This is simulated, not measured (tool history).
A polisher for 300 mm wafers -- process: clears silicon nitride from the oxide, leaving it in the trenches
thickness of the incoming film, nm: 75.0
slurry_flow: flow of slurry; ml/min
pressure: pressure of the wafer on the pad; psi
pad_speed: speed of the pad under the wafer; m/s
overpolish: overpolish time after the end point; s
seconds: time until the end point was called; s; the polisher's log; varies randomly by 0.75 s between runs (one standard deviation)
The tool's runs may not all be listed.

{"run": 1, "hour": 0.0, "slurry_flow": 265, "pressure": 2.0, "pad_speed": 0.96, "overpolish": 29, "seconds": 127.12}
{"run": 2, "hour": 5.3, "slurry_flow": 265, "pressure": 2.0, "pad_speed": 0.96, "overpolish": 29, "seconds": 126.52}
{"run": 3, "hour": 9.0, "slurry_flow": 265, "pressure": 2.0, "pad_speed": 0.96, "overpolish": 29, "seconds": 125.34}
{"run": 4, "hour": 16.4, "slurry_flow": 205, "pressure": 2.0, "pad_speed": 0.96, "overpolish": 29, "seconds": 132.43}
{"run": 5, "hour": 22.1, "slurry_flow": 205, "pressure": 2.0, "pad_speed": 0.96, "overpolish": 31, "seconds": 129.45}
{"run": 6, "hour": 26.6, "slurry_flow": 205, "pressure": 2.3, "pad_speed": 0.96, "overpolish": 31, "seconds": 114.17}

What will run 7 give?
{"run": 7, "hour": 29.1, "slurry_flow": 210, "pressure": 2.4, "pad_speed": 0.98, "overpolish": 31, "seconds": "?"}

{"run 7": {"seconds": 105.83}}

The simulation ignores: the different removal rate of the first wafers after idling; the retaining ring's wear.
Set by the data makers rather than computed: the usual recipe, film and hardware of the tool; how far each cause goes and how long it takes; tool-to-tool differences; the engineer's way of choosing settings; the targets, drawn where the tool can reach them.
